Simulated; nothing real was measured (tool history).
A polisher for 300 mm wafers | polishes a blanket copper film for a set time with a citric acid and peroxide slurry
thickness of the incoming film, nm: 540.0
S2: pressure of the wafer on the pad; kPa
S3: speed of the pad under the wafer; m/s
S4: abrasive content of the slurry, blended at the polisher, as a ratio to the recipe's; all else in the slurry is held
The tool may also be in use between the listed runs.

Run 1, hour 0.0: flow of slurry (ml/min) 180, S2 15.9 kPa, S3 1.28 m/s, S4 1.00, polishing time (s) 26. Result: film removed (angstrom) 543.64.
Run 2, hour 8.0: flow of slurry (ml/min) 180, S2 15.9 kPa, S3 1.28 m/s, S4 1.10, polishing time (s) 26. Result: film removed (angstrom) 555.43.
Run 3, hour 15.6: flow of slurry (ml/min) 180, S2 15.9 kPa, S3 1.28 m/s, S4 1.00, polishing time (s) 26. Result: film removed (angstrom) 542.10.
Run 4, hour 17.4: flow of slurry (ml/min) 185, S2 16.5 kPa, S3 1.28 m/s, S4 1.00, polishing time (s) 26. Result: film removed (angstrom) 564.77.
Run 5, hour 23.0: flow of slurry (ml/min) 185, S2 17.2 kPa, S3 1.28 m/s, S4 1.00, polishing time (s) 26. Result: film removed (angstrom) 588.22.
At hour 30.7: head pressure recalibrated.
Run 6, hour 30.7: flow of slurry (ml/min) 185, S2 17.2 kPa, S3 1.28 m/s, S4 0.85, polishing time (s) 26. Result: film removed (angstrom) 517.54.

Forecast run 7:
Run 7, hour 38.0: flow of slurry (ml/min) 190, S2 18.6 kPa, S3 1.28 m/s, S4 0.85, polishing time (s) 26. Result: film removed (angstrom) ?.

{"run 7": {"film removed (angstrom)": 563.84}}

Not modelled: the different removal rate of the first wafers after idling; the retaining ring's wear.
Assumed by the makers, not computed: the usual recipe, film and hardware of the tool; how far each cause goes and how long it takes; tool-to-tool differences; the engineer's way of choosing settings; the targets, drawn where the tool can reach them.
